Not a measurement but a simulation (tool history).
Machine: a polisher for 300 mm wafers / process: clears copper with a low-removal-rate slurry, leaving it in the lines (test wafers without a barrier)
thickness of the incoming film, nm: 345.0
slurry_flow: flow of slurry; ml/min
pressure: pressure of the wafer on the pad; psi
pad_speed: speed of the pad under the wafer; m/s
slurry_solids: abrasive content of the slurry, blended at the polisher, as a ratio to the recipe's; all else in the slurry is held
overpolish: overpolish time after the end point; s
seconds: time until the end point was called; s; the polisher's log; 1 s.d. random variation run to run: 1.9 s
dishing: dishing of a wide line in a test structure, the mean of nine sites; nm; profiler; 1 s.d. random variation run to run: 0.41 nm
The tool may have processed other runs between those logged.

run  hour  slurry_flow  pressure  pad_speed  slurry_solids  overpolish  seconds  dishing
  1   0.0          135       2.8       0.96            1.0          17   125.12   32.141
  2   5.1          125       2.5       0.96            1.0          19   138.13   32.998
  3   9.0          125       2.2       0.96            1.0          20   151.60   30.987
  4  10.2          120       2.0       0.96            1.0          22   165.52   31.532
  5  19.0          105       2.0       0.96            1.0          22   163.46   31.008
  6  24.9          105       2.0       1.12            1.0          22   142.15   35.172
  7  25.8          105       1.8       1.10            1.0          23   157.91   33.153
  8  32.5          105       1.7       1.10            1.0          24   164.48   33.419
  9  39.6          105       1.6       1.10            1.0          25   170.50   33.321

Run 10 has not been measured yet. What should we expect?
 10  48.6          105       1.5       1.10            1.0          26        ?        ?

Run 10 came out at seconds 177.79 s, dishing 32.971 nm.
